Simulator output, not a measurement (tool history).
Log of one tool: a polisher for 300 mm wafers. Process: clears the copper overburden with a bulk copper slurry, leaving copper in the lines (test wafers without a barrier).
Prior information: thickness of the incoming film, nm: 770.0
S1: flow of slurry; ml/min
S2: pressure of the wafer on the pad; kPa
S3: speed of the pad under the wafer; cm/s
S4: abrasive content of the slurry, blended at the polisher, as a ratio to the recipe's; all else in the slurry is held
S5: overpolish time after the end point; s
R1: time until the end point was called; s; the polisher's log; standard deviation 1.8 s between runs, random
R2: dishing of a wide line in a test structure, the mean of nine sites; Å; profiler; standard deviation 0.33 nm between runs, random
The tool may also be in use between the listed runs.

Run 1, hour 0.0: S1 205 ml/min, S2 13.8 kPa, S3 104 cm/s, S4 1.0, S5 9 s. Result: R1 135.79 s, R2 305.54 Å.
Run 2, hour 6.8: S1 235 ml/min, S2 13.8 kPa, S3 104 cm/s, S4 1.0, S5 9 s. Result: R1 134.44 s, R2 335.47 Å.
Run 3, hour 7.8: S1 220 ml/min, S2 13.1 kPa, S3 104 cm/s, S4 1.0, S5 7 s. Result: R1 141.80 s, R2 241.84 Å.
Run 4, hour 12.3: S1 210 ml/min, S2 12.4 kPa, S3 104 cm/s, S4 1.0, S5 6 s. Result: R1 151.73 s, R2 209.66 Å.
Run 5, hour 15.8: S1 200 ml/min, S2 12.4 kPa, S3 104 cm/s, S4 1.0, S5 6 s. Result: R1 150.67 s, R2 204.19 Å.
Run 6, hour 18.9: S1 195 ml/min, S2 12.4 kPa, S3 104 cm/s, S4 1.0, S5 6 s. Result: R1 153.69 s, R2 205.04 Å.
Run 7, hour 20.9: S1 190 ml/min, S2 12.4 kPa, S3 104 cm/s, S4 1.0, S5 6 s. Result: R1 152.82 s, R2 202.26 Å.
Run 8, hour 25.3: S1 190 ml/min, S2 11.0 kPa, S3 104 cm/s, S4 1.0, S5 4 s. Result: R1 169.80 s, R2 123.46 Å.

What does the tool deliver on the next run?
Run 9, hour 28.1: S1 195 ml/min, S2 11.0 kPa, S3 102 cm/s, S4 1.0, S5 4 s. Result: R1 ?, R2 ?.

Run 9 produced R1 169.59 s, R2 123.59 Å.

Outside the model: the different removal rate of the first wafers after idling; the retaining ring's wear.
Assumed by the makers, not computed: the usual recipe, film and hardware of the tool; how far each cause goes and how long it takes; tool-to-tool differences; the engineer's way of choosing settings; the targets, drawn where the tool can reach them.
